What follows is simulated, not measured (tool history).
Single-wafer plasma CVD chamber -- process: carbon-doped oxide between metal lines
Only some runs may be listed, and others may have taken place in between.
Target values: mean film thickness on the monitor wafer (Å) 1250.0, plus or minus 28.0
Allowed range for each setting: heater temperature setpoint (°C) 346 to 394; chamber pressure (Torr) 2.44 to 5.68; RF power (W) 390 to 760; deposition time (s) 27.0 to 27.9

run	hour	heater temperature setpoint (°C)	chamber pressure (Torr)	RF power (W)	deposition time (s)	mean film thickness on the monitor wafer (Å)
1	0.0	370	4.06	575	27.0	1422.2
2	8.6	372	3.83	545	27.0	1361.5
3	11.5	372	4.56	545	27.0	1388.1
4	13.7	372	4.07	545	27.0	1370.3
5	15.2	372	4.07	545	27.0	1370.8
6	22.3	374	3.92	525	27.0	1329.1
7	24.2	375	3.80	510	27.0	1293.6
8	32.3	376	3.72	505	27.0	1287.5

Which one of the following 4 next-run settings gets every result inside its allowed miss? There is exactly one.
A	40.4	381	4.20	505	27.9	?
B	40.4	369	3.48	500	27.9	?
C	40.4	381	3.68	480	27.6	?
D	40.4	386	3.97	535	27.4	?

move	mean film thickness on the monitor wafer (Å)
A	1320.1
B	1321.9
C	1243.9
D	1321.1
A: the biggest miss grows against the last run
B: the biggest miss grows against the last run
C: every result lands within tolerance
D: the biggest miss grows against the last run
Go with C: it meets all targets.
